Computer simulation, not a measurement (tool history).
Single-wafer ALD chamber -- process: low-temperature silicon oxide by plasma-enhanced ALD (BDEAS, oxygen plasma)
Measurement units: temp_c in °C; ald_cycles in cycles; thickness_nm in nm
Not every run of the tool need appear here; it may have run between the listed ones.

run  hour  temp_c  ald_cycles  thickness_nm
  1   0.0      95          20        2.8021
  2   5.7      95          18        2.5340
  3  13.4      87          18        2.5847
  4  18.6      97          18        2.5108
  5  24.2      94          20        2.8169
     26.0  -- thermocouple changed; heater temperature recalibrated
  6  26.0      92          21        3.0441
  7  31.5      89          21        3.0560

What does the tool deliver on the next run?
  8  39.4      87          21             ?

Run 8 came out at thickness_nm 3.0600 nm.
